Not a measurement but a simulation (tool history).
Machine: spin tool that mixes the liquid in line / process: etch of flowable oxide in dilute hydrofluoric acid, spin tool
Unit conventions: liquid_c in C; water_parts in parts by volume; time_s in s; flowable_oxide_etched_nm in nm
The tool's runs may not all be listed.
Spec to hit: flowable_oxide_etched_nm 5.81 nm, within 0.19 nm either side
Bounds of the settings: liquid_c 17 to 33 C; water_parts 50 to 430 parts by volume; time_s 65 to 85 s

run 1 day=0 | liquid_c=25 water_parts=240 time_s=85 | flowable_oxide_etched_nm=8.9884
run 2 day=0.329 | liquid_c=22.5 water_parts=250 time_s=85 | flowable_oxide_etched_nm=7.8905
run 3 day=0.683 | liquid_c=22.5 water_parts=220 time_s=85 | flowable_oxide_etched_nm=9.1449
run 4 day=1.017 | liquid_c=21 water_parts=240 time_s=85 | flowable_oxide_etched_nm=7.8209
run 5 day=1.342 | liquid_c=20 water_parts=250 time_s=85 | flowable_oxide_etched_nm=6.962
run 6 day=1.488 | liquid_c=19 water_parts=255 time_s=85 | flowable_oxide_etched_nm=6.54
run 7 day=1.842 | liquid_c=18.5 water_parts=260 time_s=85 | flowable_oxide_etched_nm=6.4825
run 8 day=2.096 | liquid_c=18.5 water_parts=260 time_s=85 | flowable_oxide_etched_nm=6.3012
run 9 day=2.446 | liquid_c=18 water_parts=260 time_s=85 | flowable_oxide_etched_nm=6.2804

5 next moves are on the table. One of them brings every result within its allowed miss. Which?
run A day=2.796 | liquid_c=18.5 water_parts=230 time_s=85 | flowable_oxide_etched_nm=?
run B day=2.796 | liquid_c=19.5 water_parts=220 time_s=65 | flowable_oxide_etched_nm=?
run C day=2.796 | liquid_c=17 water_parts=215 time_s=65 | flowable_oxide_etched_nm=?
run D day=2.796 | liquid_c=17 water_parts=235 time_s=85 | flowable_oxide_etched_nm=?
run E day=2.796 | liquid_c=23 water_parts=305 time_s=85 | flowable_oxide_etched_nm=?

move=A flowable_oxide_etched_nm=7.4469
move=B flowable_oxide_etched_nm=6.2452
move=C flowable_oxide_etched_nm=5.8241
move=D flowable_oxide_etched_nm=6.8446
move=E flowable_oxide_etched_nm=6.1796
A: the biggest miss grows against the last run
B: nearer the targets than the last run, but a result is still out of spec
C: all results land within tolerance of their targets
D: the biggest miss grows against the last run
E: nearer the targets than the last run, but a result is still out of spec
C is the move that brings every result within its allowed miss.
